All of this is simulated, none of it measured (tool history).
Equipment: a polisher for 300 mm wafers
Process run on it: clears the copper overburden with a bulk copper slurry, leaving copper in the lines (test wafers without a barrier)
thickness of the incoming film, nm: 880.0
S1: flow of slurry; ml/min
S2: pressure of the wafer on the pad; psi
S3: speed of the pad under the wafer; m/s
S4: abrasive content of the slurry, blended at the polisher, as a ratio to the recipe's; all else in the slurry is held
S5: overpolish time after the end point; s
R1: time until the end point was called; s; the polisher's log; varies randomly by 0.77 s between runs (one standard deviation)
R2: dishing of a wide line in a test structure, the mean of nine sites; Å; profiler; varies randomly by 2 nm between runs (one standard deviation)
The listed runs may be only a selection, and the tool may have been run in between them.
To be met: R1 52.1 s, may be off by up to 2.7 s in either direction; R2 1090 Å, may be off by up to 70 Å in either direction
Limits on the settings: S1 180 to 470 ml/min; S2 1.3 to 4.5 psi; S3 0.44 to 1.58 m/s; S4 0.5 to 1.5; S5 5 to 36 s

| run | hour | S1 | S2 | S3 | S4 | S5 | R1 | R2 |
|---|---|---|---|---|---|---|---|---|
| 1 | 0 | 300 | 2.9 | 1 | 1 | 18 | 80.667 | 880.71 |
| 2 | 1.4 | 300 | 3.2 | 1.02 | 1 | 18 | 71.053 | 908.84 |
| 3 | 2.3 | 265 | 3.2 | 1.02 | 1 | 18 | 72.866 | 913.5 |
| 4 | 10.1 | 265 | 3.2 | 1.02 | 1 | 23 | 73.961 | 945.15 |
| 5 | 12 | 265 | 2.9 | 1.02 | 1 | 23 | 81.789 | 911.05 |
| 6 | 16.2 | 265 | 3.3 | 1.02 | 1 | 23 | 69.928 | 987.92 |
| 7 | 19.6 | 270 | 3.5 | 1.02 | 1 | 22 | 67.445 | 980.59 |
| 8 | 27.9 | 270 | 3.7 | 1.02 | 1 | 22 | 62.582 | 1044.5 |
| 9 | 35.4 | 270 | 3.8 | 1.02 | 1 | 21 | 59.597 | 980.83 |
| 10 | 38 | 275 | 3.9 | 1.02 | 1 | 22 | 60.747 | 1033.7 |
| 11 | 38.6 | 275 | 4 | 1.02 | 1 | 22 | 59.158 | 1080.3 |
| 12 | 47.1 | 270 | 4.1 | 1.02 | 1 | 21 | 56.809 | 1034.4 |
| 13 | 51.1 | 270 | 4.2 | 1.02 | 1 | 21 | 56.345 | 1022.5 |

Exactly one of the 4 candidate moves below puts every result within its allowed miss. Which one?
| A | 55.1 | 225 | 4.2 | 1.04 | 0.75 | 14 | ? | ? |
| B | 55.1 | 340 | 4.4 | 0.66 | 1.15 | 27 | ? | ? |
| C | 55.1 | 310 | 4.3 | 1.04 | 0.95 | 13 | ? | ? |
| D | 55.1 | 310 | 4.1 | 1.1 | 1.1 | 23 | ? | ? |

| move | R1 | R2 |
|---|---|---|
| A | 59.094 | 933.46 |
| B | 65.77 | 1091.6 |
| C | 53.272 | 946.33 |
| D | 52.189 | 1092.7 |
A: moves away from the targets compared with the last run
B: moves away from the targets compared with the last run
C: brings the result that was furthest off to its target, and leaves another outside
D: meets every target
D is the move that brings every result within its allowed miss.
